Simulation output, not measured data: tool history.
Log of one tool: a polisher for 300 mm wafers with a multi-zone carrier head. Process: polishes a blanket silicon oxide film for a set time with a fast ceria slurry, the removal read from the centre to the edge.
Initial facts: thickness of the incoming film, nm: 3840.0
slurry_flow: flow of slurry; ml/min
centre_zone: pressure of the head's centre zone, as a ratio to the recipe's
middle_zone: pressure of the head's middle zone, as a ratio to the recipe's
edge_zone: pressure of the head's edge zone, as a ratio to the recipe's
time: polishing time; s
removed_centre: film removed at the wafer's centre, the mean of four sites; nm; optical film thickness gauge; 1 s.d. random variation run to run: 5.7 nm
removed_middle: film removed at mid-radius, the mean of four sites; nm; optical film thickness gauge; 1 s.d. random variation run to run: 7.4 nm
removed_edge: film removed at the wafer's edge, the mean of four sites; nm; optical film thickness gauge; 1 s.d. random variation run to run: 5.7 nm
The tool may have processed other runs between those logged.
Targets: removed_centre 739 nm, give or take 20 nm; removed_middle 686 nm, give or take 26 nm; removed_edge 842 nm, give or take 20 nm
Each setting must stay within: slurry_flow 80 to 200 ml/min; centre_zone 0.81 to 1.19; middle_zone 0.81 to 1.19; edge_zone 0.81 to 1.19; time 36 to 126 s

Run 1, hour 0: slurry_flow 130 ml/min, centre_zone 1, middle_zone 1, edge_zone 1, time 81 s. Result: removed_centre 1181.1 nm, removed_middle 1151.9 nm, removed_edge 1153.1 nm.
Run 2, hour 3.7: slurry_flow 120 ml/min, centre_zone 0.97, middle_zone 0.95, edge_zone 1, time 75 s. Result: removed_centre 1027.8 nm, removed_middle 1040.9 nm, removed_edge 1054.3 nm.
Run 3, hour 11.5: slurry_flow 115 ml/min, centre_zone 0.98, middle_zone 0.91, edge_zone 1.05, time 69 s. Result: removed_centre 958.55 nm, removed_middle 917.24 nm, removed_edge 990.35 nm.
Run 4, hour 16.9: slurry_flow 110 ml/min, centre_zone 0.97, middle_zone 0.88, edge_zone 1.08, time 65 s. Result: removed_centre 874.83 nm, removed_middle 829.96 nm, removed_edge 956.69 nm.
Run 5, hour 24.9: slurry_flow 110 ml/min, centre_zone 0.97, middle_zone 0.91, edge_zone 1.08, time 65 s. Result: removed_centre 870.37 nm, removed_middle 844.13 nm, removed_edge 942.59 nm.
Run 6, hour 33.3: slurry_flow 105 ml/min, centre_zone 0.97, middle_zone 0.89, edge_zone 1.09, time 63 s. Result: removed_centre 854.83 nm, removed_middle 796.25 nm, removed_edge 914.41 nm.
Run 7, hour 34.7: slurry_flow 100 ml/min, centre_zone 0.96, middle_zone 0.88, edge_zone 1.09, time 62 s. Result: removed_centre 796.71 nm, removed_middle 783.17 nm, removed_edge 878 nm.
Run 8, hour 37.5: slurry_flow 95 ml/min, centre_zone 0.96, middle_zone 0.86, edge_zone 1.11, time 61 s. Result: removed_centre 783.78 nm, removed_middle 738.3 nm, removed_edge 857.55 nm.
Run 9, hour 45.9: slurry_flow 90 ml/min, centre_zone 0.95, middle_zone 0.85, edge_zone 1.12, time 61 s. Result: removed_centre 758.5 nm, removed_middle 728.66 nm, removed_edge 863.11 nm.

Below are 4 possible settings for the next run. Only one of them brings all results inside the allowed miss of their targets. Which is it?
Run A, hour 54.3: slurry_flow 85 ml/min, centre_zone 0.93, middle_zone 1.01, edge_zone 1.06, time 61 s. Result: removed_centre ?, removed_middle ?, removed_edge ?.
Run B, hour 54.3: slurry_flow 80 ml/min, centre_zone 1.01, middle_zone 0.91, edge_zone 1.04, time 62 s. Result: removed_centre ?, removed_middle ?, removed_edge ?.
Run C, hour 54.3: slurry_flow 85 ml/min, centre_zone 0.93, middle_zone 0.83, edge_zone 1.18, time 61 s. Result: removed_centre ?, removed_middle ?, removed_edge ?.
Run D, hour 54.3: slurry_flow 80 ml/min, centre_zone 0.98, middle_zone 0.82, edge_zone 1.13, time 60 s. Result: removed_centre ?, removed_middle ?, removed_edge ?.

move  removed_centre  removed_middle  removed_edge
   A          729.46          781.95        842.64
   B           786.1          738.73        837.73
   C           728.9          710.57         891.3
   D          737.69          680.61        845.84
A: its largest miss is bigger than the last run's
B: its largest miss is bigger than the last run's
C: the worst result of the last run now meets its target, but another is out of spec
D: every result within its allowed miss
So the answer is move D, the one that meets all the targets.
